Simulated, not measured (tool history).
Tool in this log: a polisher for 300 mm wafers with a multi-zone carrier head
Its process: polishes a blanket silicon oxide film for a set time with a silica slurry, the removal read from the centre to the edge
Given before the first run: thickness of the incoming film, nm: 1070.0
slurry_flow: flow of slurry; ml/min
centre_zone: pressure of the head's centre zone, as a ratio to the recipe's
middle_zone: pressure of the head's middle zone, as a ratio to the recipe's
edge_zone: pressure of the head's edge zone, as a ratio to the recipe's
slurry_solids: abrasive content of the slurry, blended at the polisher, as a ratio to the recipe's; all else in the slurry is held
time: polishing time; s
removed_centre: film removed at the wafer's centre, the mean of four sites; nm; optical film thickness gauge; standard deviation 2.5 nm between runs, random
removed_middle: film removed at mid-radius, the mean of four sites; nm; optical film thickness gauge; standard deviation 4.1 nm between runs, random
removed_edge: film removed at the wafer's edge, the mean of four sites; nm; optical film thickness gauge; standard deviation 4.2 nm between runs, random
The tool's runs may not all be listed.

| run | hour | slurry_flow | centre_zone | middle_zone | edge_zone | slurry_solids | time | removed_centre | removed_middle | removed_edge |
|---|---|---|---|---|---|---|---|---|---|---|
| 1 | 0.0 | 305 | 1.00 | 1.00 | 1.00 | 1.00 | 86 | 287.60 | 292.12 | 273.73 |
| 2 | 5.8 | 310 | 1.03 | 1.03 | 1.04 | 1.05 | 86 | 306.65 | 314.87 | 288.98 |
| 3 | 11.6 | 310 | 0.97 | 1.03 | 1.04 | 1.05 | 86 | 289.51 | 308.16 | 277.37 |
| 4 | 13.3 | 250 | 0.97 | 1.03 | 1.04 | 1.05 | 86 | 284.69 | 304.12 | 288.72 |
| 5 | 22.1 | 250 | 0.97 | 1.03 | 1.04 | 1.25 | 86 | 308.47 | 321.15 | 298.59 |
| 6 | 22.8 | 255 | 1.00 | 1.05 | 1.05 | 1.25 | 86 | 315.81 | 330.61 | 305.32 |

Forecast run 7:
| 7 | 28.5 | 265 | 1.02 | 1.06 | 1.05 | 1.25 | 86 | ? | ? | ? |

Run 7 measured removed_centre 318.01 nm, removed_middle 329.18 nm, removed_edge 297.42 nm.
